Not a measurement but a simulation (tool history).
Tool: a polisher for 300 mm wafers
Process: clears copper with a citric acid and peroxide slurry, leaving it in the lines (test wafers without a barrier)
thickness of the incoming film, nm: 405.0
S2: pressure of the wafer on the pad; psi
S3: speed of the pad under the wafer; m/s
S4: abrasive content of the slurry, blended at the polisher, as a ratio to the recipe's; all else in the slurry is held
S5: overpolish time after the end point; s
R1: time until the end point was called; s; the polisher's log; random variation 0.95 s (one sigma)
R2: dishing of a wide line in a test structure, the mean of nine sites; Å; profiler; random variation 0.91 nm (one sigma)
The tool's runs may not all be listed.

run 1 hour=0 | flow_of_slurry_(ml/min)=250 S2=4 S3=0.98 S4=1 S5=11 | R1=129.42 R2=280.17
run 2 hour=5.6 | flow_of_slurry_(ml/min)=250 S2=4.5 S3=1.08 S4=1 S5=13 | R1=110.3 R2=366.21
run 3 hour=14.5 | flow_of_slurry_(ml/min)=250 S2=4.5 S3=1.08 S4=1 S5=8 | R1=107.42 R2=240.82
run 4 hour=16.6 | flow_of_slurry_(ml/min)=250 S2=4.5 S3=1.08 S4=1 S5=11 | R1=108.39 R2=320.92
run 5 hour=22.3 | flow_of_slurry_(ml/min)=255 S2=4.7 S3=1.22 S4=1.05 S5=13 | R1=92.013 R2=428.11
run 6 hour=26.1 | flow_of_slurry_(ml/min)=255 S2=4.7 S3=1.22 S4=0.95 S5=13 | R1=94.171 R2=412.31
run 7 hour=33.7 | flow_of_slurry_(ml/min)=265 S2=4.9 S3=1.28 S4=1.05 S5=14 | R1=84.59 R2=483.46
run 8 hour=38.9 | flow_of_slurry_(ml/min)=265 S2=5.1 S3=1.32 S4=1.05 S5=15 | R1=80.642 R2=551.4
run 9 hour=41.9 | flow_of_slurry_(ml/min)=265 S2=5.3 S3=1.34 S4=1.05 S5=16 | R1=77.587 R2=590.64
run 10 hour=46.4 | flow_of_slurry_(ml/min)=265 S2=5.4 S3=1.38 S4=1.05 S5=17 | R1=75.037 R2=641.21

The next listed run, before its measurement:
run 11 hour=47.6 | flow_of_slurry_(ml/min)=270 S2=5.5 S3=1.4 S4=1.05 S5=18 | R1=? R2=?

R1: 72.433 s
R2: 691.34 Å
